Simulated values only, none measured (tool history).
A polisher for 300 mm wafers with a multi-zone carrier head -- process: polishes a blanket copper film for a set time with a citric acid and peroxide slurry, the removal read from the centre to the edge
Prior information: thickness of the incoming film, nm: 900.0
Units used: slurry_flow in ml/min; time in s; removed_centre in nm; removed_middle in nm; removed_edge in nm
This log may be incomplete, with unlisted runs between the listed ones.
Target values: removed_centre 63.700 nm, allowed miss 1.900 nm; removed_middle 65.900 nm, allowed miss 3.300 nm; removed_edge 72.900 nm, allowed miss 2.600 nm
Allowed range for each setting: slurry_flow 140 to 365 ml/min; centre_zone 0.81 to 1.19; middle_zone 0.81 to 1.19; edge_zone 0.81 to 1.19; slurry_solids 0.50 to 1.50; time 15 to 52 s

run,hour,slurry_flow,centre_zone,middle_zone,edge_zone,slurry_solids,time,removed_centre,removed_middle,removed_edge
1,0.0,235,1.00,1.00,1.00,1.00,33,87.341,85.797,85.578
2,5.8,230,0.98,0.99,0.99,0.95,33,84.446,83.653,83.462
3,8.2,230,0.98,1.05,0.99,0.95,33,84.073,87.884,85.057
4,14.5,225,0.96,1.03,0.99,0.90,33,81.700,84.270,85.241
5,17.3,225,0.95,1.02,0.98,0.85,33,79.408,86.209,82.738
6,22.0,185,0.95,1.02,0.98,0.85,33,77.877,82.133,80.222
7,24.0,180,0.94,1.00,0.99,0.85,33,77.060,83.374,81.429
8,31.2,185,0.94,0.98,1.00,0.80,33,75.482,78.130,79.497
9,35.2,185,0.93,0.97,1.00,0.80,33,74.329,76.877,79.515
10,41.1,185,0.92,0.96,1.00,0.80,33,74.490,78.168,79.890
11,47.5,160,0.85,0.86,1.03,0.55,31,58.283,61.938,69.688

Below are 5 possible settings for the next run. Only one of them brings all results inside the allowed miss of their targets. Which is it?
A,53.9,150,0.94,1.03,0.93,0.60,30,?,?,?
B,53.9,240,0.88,0.89,1.05,0.50,32,?,?,?
C,53.9,150,0.81,0.93,1.16,0.55,29,?,?,?
D,53.9,185,0.95,0.89,0.98,0.70,27,?,?,?
E,53.9,185,1.01,0.94,1.08,0.70,28,?,?,?

move,removed_centre,removed_middle,removed_edge
A,63.668,68.619,64.714
B,63.924,65.119,71.799
C,51.903,59.855,67.042
D,61.251,57.894,62.523
E,67.587,62.723,67.322
A: puts the biggest miss on target and leaves a different result outside tolerance
B: hits every target within its allowed miss
C: moves away from the targets compared with the last run
D: moves away from the targets compared with the last run
E: takes the result that was furthest off past its target
Go with B: it meets all targets.
